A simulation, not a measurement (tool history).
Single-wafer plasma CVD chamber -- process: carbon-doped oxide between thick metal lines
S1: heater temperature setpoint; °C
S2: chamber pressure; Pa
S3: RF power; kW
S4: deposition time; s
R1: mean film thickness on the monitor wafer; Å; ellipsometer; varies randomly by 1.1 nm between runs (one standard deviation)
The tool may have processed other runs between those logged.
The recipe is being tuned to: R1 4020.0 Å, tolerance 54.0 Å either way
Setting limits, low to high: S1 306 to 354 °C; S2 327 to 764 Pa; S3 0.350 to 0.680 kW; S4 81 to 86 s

run  hour   S1   S2     S3  S4      R1
  1   0.0  330  545  0.515  86  4309.3
  2   6.8  333  535  0.515  86  4295.3
  3  14.3  333  535  0.515  86  4279.9
  4  15.5  335  519  0.515  86  4227.8
  5  23.3  337  511  0.515  86  4201.1
  6  26.5  339  503  0.515  86  4188.7
  7  28.3  340  492  0.515  86  4177.3
  8  34.3  341  481  0.515  86  4142.2
  9  41.8  342  475  0.515  86  4131.4
 10  45.4  343  468  0.515  86  4145.9
 11  52.7  344  461  0.515  86  4116.6

Which of these 5 next moves meets every target?
  A  60.0  340  545  0.520  86   ?
  B  60.0  336  515  0.500  83   ?
  C  60.0  353  479  0.560  86   ?
  D  60.0  342  439  0.545  85   ?
  E  60.0  352  548  0.575  84   ?

move      R1
   A  4245.8
   B  4051.2
   C  4173.9
   D  4152.8
   E  4194.0
A: lands further from the targets than the last run did
B: all results in spec
C: lands further from the targets than the last run did
D: lands further from the targets than the last run did
E: lands further from the targets than the last run did
Correct choice: B, which meets every target
